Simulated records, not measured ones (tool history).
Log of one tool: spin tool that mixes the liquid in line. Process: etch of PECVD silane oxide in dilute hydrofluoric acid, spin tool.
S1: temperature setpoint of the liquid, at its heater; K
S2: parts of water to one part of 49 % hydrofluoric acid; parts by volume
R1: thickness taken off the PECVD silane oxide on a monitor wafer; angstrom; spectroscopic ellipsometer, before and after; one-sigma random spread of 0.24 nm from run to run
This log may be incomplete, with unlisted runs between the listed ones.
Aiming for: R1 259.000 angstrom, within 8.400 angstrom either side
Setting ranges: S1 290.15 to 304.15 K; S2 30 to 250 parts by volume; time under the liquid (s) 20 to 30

{"run": 1, "day": 0.0, "S1": 296.15, "S2": 140, "time under the liquid (s)": 30, "R1": 63.631}
{"run": 2, "day": 0.35, "S1": 296.15, "S2": 140, "time under the liquid (s)": 20, "R1": 42.533}
{"run": 3, "day": 0.642, "S1": 297.65, "S2": 120, "time under the liquid (s)": 20, "R1": 53.634}
{"run": 4, "day": 0.862, "S1": 294.65, "S2": 120, "time under the liquid (s)": 20, "R1": 47.014}
{"run": 5, "day": 1.038, "S1": 296.65, "S2": 120, "time under the liquid (s)": 20, "R1": 52.205}
{"run": 6, "day": 1.317, "S1": 300.15, "S2": 120, "time under the liquid (s)": 20, "R1": 58.743}
{"run": 7, "day": 1.604, "S1": 304.15, "S2": 65, "time under the liquid (s)": 30, "R1": 205.61}
{"run": 8, "day": 1.971, "S1": 304.15, "S2": 60, "time under the liquid (s)": 30, "R1": 221.96}
{"run": 9, "day": 2.317, "S1": 304.15, "S2": 55, "time under the liquid (s)": 30, "R1": 248.29}
{"run": 10, "day": 2.492, "S1": 304.15, "S2": 50, "time under the liquid (s)": 30, "R1": 268.23}
{"run": 11, "day": 2.758, "S1": 303.65, "S2": 50, "time under the liquid (s)": 30, "R1": 270.28}

Consider the 4 candidate settings below. Which is the only one whose results all fall within their allowed miss of target?
{"run": "A", "day": 3.025, "S1": 303.15, "S2": 45, "time under the liquid (s)": 30, "R1": "?"}
{"run": "B", "day": 3.025, "S1": 304.15, "S2": 45, "time under the liquid (s)": 30, "R1": "?"}
{"run": "C", "day": 3.025, "S1": 304.15, "S2": 45, "time under the liquid (s)": 25, "R1": "?"}
{"run": "D", "day": 3.025, "S1": 301.65, "S2": 45, "time under the liquid (s)": 30, "R1": "?"}

move=A R1=295.140
move=B R1=306.960
move=C R1=255.800
move=D R1=278.090
A: lands further from the targets than the last run did
B: lands further from the targets than the last run did
C: each result inside its tolerance
D: lands further from the targets than the last run did
C is the move that brings every result within its allowed miss.

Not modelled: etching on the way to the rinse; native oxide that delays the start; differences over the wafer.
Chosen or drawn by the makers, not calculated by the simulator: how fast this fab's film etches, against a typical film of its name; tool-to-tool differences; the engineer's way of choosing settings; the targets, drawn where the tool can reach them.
